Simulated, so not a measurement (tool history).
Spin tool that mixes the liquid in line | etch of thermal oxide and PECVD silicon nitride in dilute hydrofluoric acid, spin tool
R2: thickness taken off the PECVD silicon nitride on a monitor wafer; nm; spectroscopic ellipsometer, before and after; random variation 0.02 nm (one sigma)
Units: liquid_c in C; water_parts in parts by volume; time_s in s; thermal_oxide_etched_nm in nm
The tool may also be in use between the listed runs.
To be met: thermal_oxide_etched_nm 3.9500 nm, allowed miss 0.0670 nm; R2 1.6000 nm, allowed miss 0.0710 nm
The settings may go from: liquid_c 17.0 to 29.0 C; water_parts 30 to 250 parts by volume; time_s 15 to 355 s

Run 1, hour 0.0: liquid_c 21.0 C, water_parts 140 parts by volume, time_s 180 s. Result: thermal_oxide_etched_nm 4.7485 nm, R2 1.7536 nm.
Run 2, hour 8.7: liquid_c 21.0 C, water_parts 105 parts by volume, time_s 180 s. Result: thermal_oxide_etched_nm 6.6253 nm, R2 2.3268 nm.
Run 3, hour 9.5: liquid_c 21.0 C, water_parts 105 parts by volume, time_s 130 s. Result: thermal_oxide_etched_nm 4.7490 nm, R2 1.6654 nm.
Run 4, hour 17.7: liquid_c 21.0 C, water_parts 85 parts by volume, time_s 130 s. Result: thermal_oxide_etched_nm 5.9535 nm, R2 2.0362 nm.
Run 5, hour 20.3: liquid_c 22.5 C, water_parts 85 parts by volume, time_s 130 s. Result: thermal_oxide_etched_nm 6.4076 nm, R2 2.2765 nm.
Run 6, hour 21.2: liquid_c 22.5 C, water_parts 95 parts by volume, time_s 130 s. Result: thermal_oxide_etched_nm 5.5749 nm, R2 2.0140 nm.
Run 7, hour 23.4: liquid_c 22.5 C, water_parts 100 parts by volume, time_s 130 s. Result: thermal_oxide_etched_nm 5.3550 nm, R2 1.9426 nm.
Run 8, hour 29.6: liquid_c 22.5 C, water_parts 105 parts by volume, time_s 130 s. Result: thermal_oxide_etched_nm 5.0098 nm, R2 1.8273 nm.
Run 9, hour 32.4: liquid_c 23.0 C, water_parts 110 parts by volume, time_s 130 s. Result: thermal_oxide_etched_nm 4.8384 nm, R2 1.8129 nm.

Which of these 4 next moves meets every target?
Run A, hour 35.2: liquid_c 23.5 C, water_parts 185 parts by volume, time_s 195 s. Result: thermal_oxide_etched_nm ?, R2 ?.
Run B, hour 35.2: liquid_c 24.0 C, water_parts 150 parts by volume, time_s 145 s. Result: thermal_oxide_etched_nm ?, R2 ?.
Run C, hour 35.2: liquid_c 21.5 C, water_parts 120 parts by volume, time_s 120 s. Result: thermal_oxide_etched_nm ?, R2 ?.
Run D, hour 35.2: liquid_c 29.0 C, water_parts 185 parts by volume, time_s 155 s. Result: thermal_oxide_etched_nm ?, R2 ?.

move  thermal_oxide_etched_nm      R2
   A                   4.0697  1.6849
   B                   3.9546  1.5918
   C                   3.8382  1.3927
   D                   3.9526  1.8869
A: nearer than the last run, and not there yet
B: meets every target
C: takes the result that was furthest off past its target
D: brings the result that was furthest off to its target, and leaves another outside
Move B is the one to make.
